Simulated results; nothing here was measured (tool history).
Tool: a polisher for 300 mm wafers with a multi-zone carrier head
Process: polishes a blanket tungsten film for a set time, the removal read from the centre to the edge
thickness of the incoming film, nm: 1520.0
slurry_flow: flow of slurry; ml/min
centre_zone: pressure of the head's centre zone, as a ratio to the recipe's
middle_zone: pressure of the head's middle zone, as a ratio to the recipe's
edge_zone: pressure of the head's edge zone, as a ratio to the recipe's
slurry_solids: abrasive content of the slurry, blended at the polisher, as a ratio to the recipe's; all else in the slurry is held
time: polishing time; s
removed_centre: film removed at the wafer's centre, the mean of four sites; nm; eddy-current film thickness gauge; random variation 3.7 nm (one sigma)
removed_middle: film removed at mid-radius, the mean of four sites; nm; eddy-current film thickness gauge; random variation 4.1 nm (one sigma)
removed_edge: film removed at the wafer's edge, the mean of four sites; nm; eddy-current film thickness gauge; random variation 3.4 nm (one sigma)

Run 1, day 0: slurry_flow 300 ml/min, centre_zone 1, middle_zone 1, edge_zone 1, slurry_solids 1, time 83 s. Result: removed_centre 420.93 nm, removed_middle 422.06 nm, removed_edge 418.63 nm.
Run 2, day 0.358: slurry_flow 300 ml/min, centre_zone 0.99, middle_zone 0.99, edge_zone 0.97, slurry_solids 0.85, time 75 s. Result: removed_centre 372.62 nm, removed_middle 370.63 nm, removed_edge 362.48 nm.
Run 3, day 0.438: slurry_flow 300 ml/min, centre_zone 0.99, middle_zone 0.99, edge_zone 0.97, slurry_solids 0.65, time 75 s. Result: removed_centre 347.25 nm, removed_middle 350.11 nm, removed_edge 340.24 nm.
Run 4, day 0.754: slurry_flow 300 ml/min, centre_zone 0.98, middle_zone 0.98, edge_zone 0.96, slurry_solids 0.6, time 70 s. Result: removed_centre 316.38 nm, removed_middle 317.21 nm, removed_edge 303.72 nm.
Run 5, day 1.083: slurry_flow 300 ml/min, centre_zone 0.96, middle_zone 0.95, edge_zone 0.94, slurry_solids 0.55, time 69 s. Result: removed_centre 296.06 nm, removed_middle 313.93 nm, removed_edge 301.7 nm.
Run 6, day 1.121: slurry_flow 300 ml/min, centre_zone 0.96, middle_zone 0.95, edge_zone 0.94, slurry_solids 0.5, time 69 s. Result: removed_centre 299.35 nm, removed_middle 295.63 nm, removed_edge 289.38 nm.
Run 7, day 1.388: slurry_flow 300 ml/min, centre_zone 0.95, middle_zone 0.94, edge_zone 0.93, slurry_solids 0.5, time 68 s. Result: removed_centre 293.58 nm, removed_middle 286.29 nm, removed_edge 290 nm.

The next listed run, before its measurement:
Run 8, day 1.558: slurry_flow 300 ml/min, centre_zone 0.95, middle_zone 0.95, edge_zone 0.92, slurry_solids 0.5, time 66 s. Result: removed_centre ?, removed_middle ?, removed_edge ?.

{"run 8": {"removed_centre": 282.57, "removed_middle": 284.16, "removed_edge": 284.89}}

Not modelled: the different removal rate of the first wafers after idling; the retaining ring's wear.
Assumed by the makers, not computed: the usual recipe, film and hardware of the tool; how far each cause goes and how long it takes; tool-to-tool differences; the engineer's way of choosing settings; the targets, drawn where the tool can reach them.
